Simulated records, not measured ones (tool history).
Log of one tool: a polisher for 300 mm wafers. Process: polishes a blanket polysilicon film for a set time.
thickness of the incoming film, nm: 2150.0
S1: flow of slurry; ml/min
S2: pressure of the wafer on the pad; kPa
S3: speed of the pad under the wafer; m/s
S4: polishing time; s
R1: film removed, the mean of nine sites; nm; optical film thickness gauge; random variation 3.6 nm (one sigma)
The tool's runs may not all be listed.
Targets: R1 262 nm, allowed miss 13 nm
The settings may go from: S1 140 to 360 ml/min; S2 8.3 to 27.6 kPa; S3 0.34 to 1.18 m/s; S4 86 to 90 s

{"run": 1, "day": 0.0, "S1": 230, "S2": 17.9, "S3": 0.76, "S4": 86, "R1": 425.22}
{"run": 2, "day": 0.096, "S1": 230, "S2": 17.9, "S3": 0.84, "S4": 86, "R1": 487.64}
{"run": 3, "day": 0.467, "S1": 200, "S2": 17.9, "S3": 0.84, "S4": 86, "R1": 482.51}
{"run": 4, "day": 0.633, "S1": 200, "S2": 17.9, "S3": 0.84, "S4": 86, "R1": 475.9}
{"run": 5, "day": 0.712, "S1": 200, "S2": 16.5, "S3": 0.84, "S4": 86, "R1": 441.19}
{"run": 6, "day": 0.754, "S1": 240, "S2": 16.5, "S3": 0.84, "S4": 86, "R1": 448.58}
{"run": 7, "day": 1.096, "S1": 235, "S2": 11.7, "S3": 0.76, "S4": 86, "R1": 295.57}
{"run": 8, "day": 1.321, "S1": 235, "S2": 11.7, "S3": 0.76, "S4": 86, "R1": 292.43}

Which of these 4 next moves meets every target?
{"run": "A", "day": 1.546, "S1": 235, "S2": 11.7, "S3": 0.76, "S4": 88, "R1": "?"}
{"run": "B", "day": 1.546, "S1": 255, "S2": 13.1, "S3": 0.76, "S4": 86, "R1": "?"}
{"run": "C", "day": 1.546, "S1": 230, "S2": 11.7, "S3": 0.7, "S4": 86, "R1": "?"}
{"run": "D", "day": 1.546, "S1": 165, "S2": 10.3, "S3": 0.72, "S4": 86, "R1": "?"}

move=A R1=302.39
move=B R1=330.8
move=C R1=272.42
move=D R1=241.74
A: further off than the last run
B: further off than the last run
C: meets every target
D: takes the result that was furthest off past its target
Answer: C
